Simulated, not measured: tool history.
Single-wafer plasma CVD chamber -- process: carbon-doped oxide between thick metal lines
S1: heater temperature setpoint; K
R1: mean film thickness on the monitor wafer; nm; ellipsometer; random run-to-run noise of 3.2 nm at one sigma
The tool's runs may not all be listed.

run 1 hour=0 | S1=598.15 chamber_pressure_(Pa)=772 RF_power_(W)=635 deposition_time_(s)=113 | R1=659.68
run 2 hour=6.2 | S1=598.15 chamber_pressure_(Pa)=772 RF_power_(W)=635 deposition_time_(s)=113 | R1=652.92
run 3 hour=14.4 | S1=600.15 chamber_pressure_(Pa)=752 RF_power_(W)=630 deposition_time_(s)=113 | R1=647.28
run 4 hour=21.9 | S1=600.15 chamber_pressure_(Pa)=888 RF_power_(W)=630 deposition_time_(s)=113 | R1=668.78
run 5 hour=22.5 | S1=602.15 chamber_pressure_(Pa)=855 RF_power_(W)=625 deposition_time_(s)=113 | R1=647.32
run 6 hour=31.2 | S1=602.15 chamber_pressure_(Pa)=855 RF_power_(W)=585 deposition_time_(s)=113 | R1=620.12
run 7 hour=40.2 | S1=603.15 chamber_pressure_(Pa)=848 RF_power_(W)=585 deposition_time_(s)=113 | R1=622.5

What will run 8 give?
-- hour=47.5 thermocouple changed; heater temperature recalibrated
run 8 hour=47.5 | S1=604.15 chamber_pressure_(Pa)=839 RF_power_(W)=585 deposition_time_(s)=113 | R1=?

Logged for run 8: R1 623.44 nm.
